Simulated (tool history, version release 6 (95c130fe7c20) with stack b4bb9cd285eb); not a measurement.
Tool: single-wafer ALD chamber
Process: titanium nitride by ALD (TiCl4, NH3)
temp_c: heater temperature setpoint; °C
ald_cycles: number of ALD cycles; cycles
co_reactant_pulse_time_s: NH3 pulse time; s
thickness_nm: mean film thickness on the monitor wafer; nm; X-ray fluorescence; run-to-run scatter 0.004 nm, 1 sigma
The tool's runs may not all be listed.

run 1 hour=0 | temp_c=415 ald_cycles=107 co_reactant_pulse_time_s=1.72 | thickness_nm=2.0265
run 2 hour=5.4 | temp_c=415 ald_cycles=107 co_reactant_pulse_time_s=1.72 | thickness_nm=2.0224
run 3 hour=8.6 | temp_c=415 ald_cycles=102 co_reactant_pulse_time_s=1.72 | thickness_nm=1.9221
run 4 hour=14.9 | temp_c=419 ald_cycles=102 co_reactant_pulse_time_s=1.72 | thickness_nm=1.9338
run 5 hour=22.8 | temp_c=419 ald_cycles=107 co_reactant_pulse_time_s=1.72 | thickness_nm=2.0296
run 6 hour=26.1 | temp_c=415 ald_cycles=106 co_reactant_pulse_time_s=1.56 | thickness_nm=1.9941
run 7 hour=27 | temp_c=412 ald_cycles=105 co_reactant_pulse_time_s=1.39 | thickness_nm=1.95
-- hour=33.7 thermocouple changed; heater temperature recalibrated
run 8 hour=33.7 | temp_c=411 ald_cycles=104 co_reactant_pulse_time_s=1.31 | thickness_nm=1.9252
run 9 hour=38.4 | temp_c=410 ald_cycles=104 co_reactant_pulse_time_s=1.24 | thickness_nm=1.922
run 10 hour=46.6 | temp_c=398 ald_cycles=102 co_reactant_pulse_time_s=0.69 | thickness_nm=1.6183

Run 11, settings as shown, results not yet in. Your forecast:
run 11 hour=56 | temp_c=401 ald_cycles=103 co_reactant_pulse_time_s=0.69 | thickness_nm=?

thickness_nm: 1.6666 nm
